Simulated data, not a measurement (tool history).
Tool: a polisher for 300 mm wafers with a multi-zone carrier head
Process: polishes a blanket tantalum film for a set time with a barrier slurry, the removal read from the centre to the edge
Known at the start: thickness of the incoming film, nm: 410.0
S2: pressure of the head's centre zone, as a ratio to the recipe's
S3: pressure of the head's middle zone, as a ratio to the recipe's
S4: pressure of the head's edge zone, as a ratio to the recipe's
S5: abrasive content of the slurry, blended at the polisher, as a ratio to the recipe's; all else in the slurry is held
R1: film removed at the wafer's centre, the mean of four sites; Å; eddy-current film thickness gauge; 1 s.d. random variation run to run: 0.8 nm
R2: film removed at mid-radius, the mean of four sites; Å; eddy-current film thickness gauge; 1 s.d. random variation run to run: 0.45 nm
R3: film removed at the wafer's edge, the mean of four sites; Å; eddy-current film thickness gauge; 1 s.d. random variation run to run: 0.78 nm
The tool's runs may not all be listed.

Run 1, hour 0: flow of slurry (ml/min) 190, S2 1, S3 1, S4 1, S5 1, polishing time (s) 75. Result: R1 781.47 Å, R2 772.47 Å, R3 736.6 Å.
Run 2, hour 6.2: flow of slurry (ml/min) 190, S2 1.07, S3 1, S4 1, S5 1, polishing time (s) 75. Result: R1 811.35 Å, R2 777.54 Å, R3 769.92 Å.
Run 3, hour 11.9: flow of slurry (ml/min) 190, S2 1.07, S3 1, S4 1.08, S5 1, polishing time (s) 75. Result: R1 834.07 Å, R2 769.7 Å, R3 780.97 Å.
Run 4, hour 13.9: flow of slurry (ml/min) 180, S2 1.03, S3 0.99, S4 1.08, S5 0.95, polishing time (s) 75. Result: R1 759.74 Å, R2 745.29 Å, R3 774.21 Å.
Run 5, hour 15.8: flow of slurry (ml/min) 180, S2 1.01, S3 0.97, S4 1.06, S5 0.9, polishing time (s) 75. Result: R1 744.48 Å, R2 721.43 Å, R3 743.11 Å.
Run 6, hour 24.1: flow of slurry (ml/min) 155, S2 1.01, S3 0.97, S4 1.06, S5 0.9, polishing time (s) 75. Result: R1 738.24 Å, R2 716.76 Å, R3 726.12 Å.
Run 7, hour 31.1: flow of slurry (ml/min) 155, S2 0.99, S3 0.96, S4 1.06, S5 0.85, polishing time (s) 75. Result: R1 714.28 Å, R2 697.25 Å, R3 733.56 Å.
Run 8, hour 32.6: flow of slurry (ml/min) 155, S2 0.97, S3 0.95, S4 1.05, S5 0.8, polishing time (s) 75. Result: R1 684.74 Å, R2 671.71 Å, R3 713.74 Å.
Run 9, hour 37.8: flow of slurry (ml/min) 155, S2 0.96, S3 0.95, S4 1.04, S5 0.8, polishing time (s) 75. Result: R1 670.63 Å, R2 667.42 Å, R3 723.36 Å.
Run 10, hour 46.6: flow of slurry (ml/min) 150, S2 0.95, S3 0.95, S4 1.03, S5 0.8, polishing time (s) 75. Result: R1 656.69 Å, R2 680.8 Å, R3 693.26 Å.
Run 11, hour 49.1: flow of slurry (ml/min) 150, S2 0.94, S3 0.94, S4 1.02, S5 0.8, polishing time (s) 75. Result: R1 660.75 Å, R2 675.62 Å, R3 709.01 Å.
Run 12, hour 51.6: flow of slurry (ml/min) 145, S2 0.94, S3 0.94, S4 1.01, S5 0.8, polishing time (s) 75. Result: R1 655.89 Å, R2 662.44 Å, R3 687.61 Å.

Run 13 has not been measured yet. What should we expect?
Run 13, hour 52.7: flow of slurry (ml/min) 145, S2 0.93, S3 0.93, S4 1, S5 0.8, polishing time (s) 75. Result: R1 ?, R2 ?, R3 ?.

Run 13 gave R1 643.87 Å, R2 663.02 Å, R3 704.61 Å.
